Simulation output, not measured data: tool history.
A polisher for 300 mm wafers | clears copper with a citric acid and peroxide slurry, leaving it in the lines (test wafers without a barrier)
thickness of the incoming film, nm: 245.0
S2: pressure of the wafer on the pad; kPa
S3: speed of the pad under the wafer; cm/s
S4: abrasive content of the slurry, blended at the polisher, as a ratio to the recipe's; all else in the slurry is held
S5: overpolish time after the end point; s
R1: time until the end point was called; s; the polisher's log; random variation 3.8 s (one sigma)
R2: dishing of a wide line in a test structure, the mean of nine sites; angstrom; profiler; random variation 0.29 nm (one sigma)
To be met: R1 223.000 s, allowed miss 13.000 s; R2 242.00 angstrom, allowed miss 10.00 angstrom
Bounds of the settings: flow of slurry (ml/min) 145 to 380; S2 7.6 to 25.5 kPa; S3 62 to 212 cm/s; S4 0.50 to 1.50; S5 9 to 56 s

{"run": 1, "hour": 0.0, "flow of slurry (ml/min)": 245, "S2": 16.5, "S3": 136, "S4": 1.0, "S5": 29, "R1": 92.735, "R2": 530.24}
{"run": 2, "hour": 3.0, "flow of slurry (ml/min)": 245, "S2": 14.5, "S3": 126, "S4": 1.0, "S5": 29, "R1": 113.61, "R2": 450.29}
{"run": 3, "hour": 4.4, "flow of slurry (ml/min)": 245, "S2": 13.1, "S3": 118, "S4": 1.0, "S5": 28, "R1": 127.86, "R2": 381.59}
{"run": 4, "hour": 6.3, "flow of slurry (ml/min)": 245, "S2": 13.1, "S3": 94, "S4": 1.0, "S5": 28, "R1": 157.2, "R2": 329.04}
{"run": 5, "hour": 10.1, "flow of slurry (ml/min)": 245, "S2": 11.7, "S3": 92, "S4": 1.0, "S5": 28, "R1": 174.35, "R2": 297.62}
{"run": 6, "hour": 14.0, "flow of slurry (ml/min)": 200, "S2": 11.7, "S3": 92, "S4": 1.0, "S5": 28, "R1": 178.24, "R2": 283.3}
{"run": 7, "hour": 21.1, "flow of slurry (ml/min)": 195, "S2": 11.0, "S3": 92, "S4": 1.0, "S5": 29, "R1": 189.84, "R2": 276.8}
{"run": 8, "hour": 23.7, "flow of slurry (ml/min)": 190, "S2": 10.3, "S3": 92, "S4": 1.0, "S5": 29, "R1": 201.06, "R2": 266.91}
{"run": 9, "hour": 24.5, "flow of slurry (ml/min)": 185, "S2": 10.3, "S3": 92, "S4": 1.0, "S5": 29, "R1": 197.25, "R2": 263.47}

5 next moves are on the table. One of them brings every result within its allowed miss. Which?
{"run": "A", "hour": 25.3, "flow of slurry (ml/min)": 205, "S2": 13.1, "S3": 76, "S4": 1.05, "S5": 27, "R1": "?", "R2": "?"}
{"run": "B", "hour": 25.3, "flow of slurry (ml/min)": 205, "S2": 11.0, "S3": 62, "S4": 1.1, "S5": 37, "R1": "?", "R2": "?"}
{"run": "C", "hour": 25.3, "flow of slurry (ml/min)": 250, "S2": 10.3, "S3": 74, "S4": 1.05, "S5": 29, "R1": "?", "R2": "?"}
{"run": "D", "hour": 25.3, "flow of slurry (ml/min)": 145, "S2": 13.1, "S3": 70, "S4": 1.0, "S5": 26, "R1": "?", "R2": "?"}
{"run": "E", "hour": 25.3, "flow of slurry (ml/min)": 175, "S2": 10.3, "S3": 68, "S4": 1.0, "S5": 33, "R1": "?", "R2": "?"}

move=A R1=178.380 R2=281.86
move=B R1=238.070 R2=286.45
move=C R1=221.980 R2=244.36
move=D R1=199.420 R2=246.34
move=E R1=247.200 R2=249.23
A: further off than the last run
B: further off than the last run
C: meets every target
D: brings the result that was furthest off to its target, and leaves another outside
E: brings the result that was furthest off to its target, and leaves another outside
Answer: C
